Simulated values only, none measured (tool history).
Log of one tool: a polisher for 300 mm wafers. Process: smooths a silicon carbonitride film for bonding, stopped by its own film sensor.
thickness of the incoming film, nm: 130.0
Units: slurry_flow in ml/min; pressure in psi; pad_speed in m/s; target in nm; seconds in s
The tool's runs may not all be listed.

| run | hour | slurry_flow | pressure | pad_speed | slurry_solids | target | seconds |
|---|---|---|---|---|---|---|---|
| 1 | 0 | 315 | 2 | 0.82 | 1 | 120 | 48.335 |
| 2 | 4.5 | 315 | 2.1 | 0.82 | 1 | 120 | 46.908 |
| 3 | 10.6 | 315 | 2.1 | 0.82 | 1 | 120 | 47.103 |
| 4 | 12 | 315 | 2.2 | 0.82 | 1 | 120 | 45.265 |
| 5 | 16.7 | 315 | 2.4 | 0.82 | 1 | 120 | 41.514 |
| 6 | 21.6 | 245 | 2.4 | 0.82 | 1 | 120 | 43.146 |
| 7 | 29.5 | 250 | 2.4 | 0.82 | 1 | 120 | 42.857 |

Forecast run 8:
| 8 | 36.8 | 255 | 2.4 | 0.82 | 1 | 120 | ? |

{"run 8": {"seconds": 43.481}}

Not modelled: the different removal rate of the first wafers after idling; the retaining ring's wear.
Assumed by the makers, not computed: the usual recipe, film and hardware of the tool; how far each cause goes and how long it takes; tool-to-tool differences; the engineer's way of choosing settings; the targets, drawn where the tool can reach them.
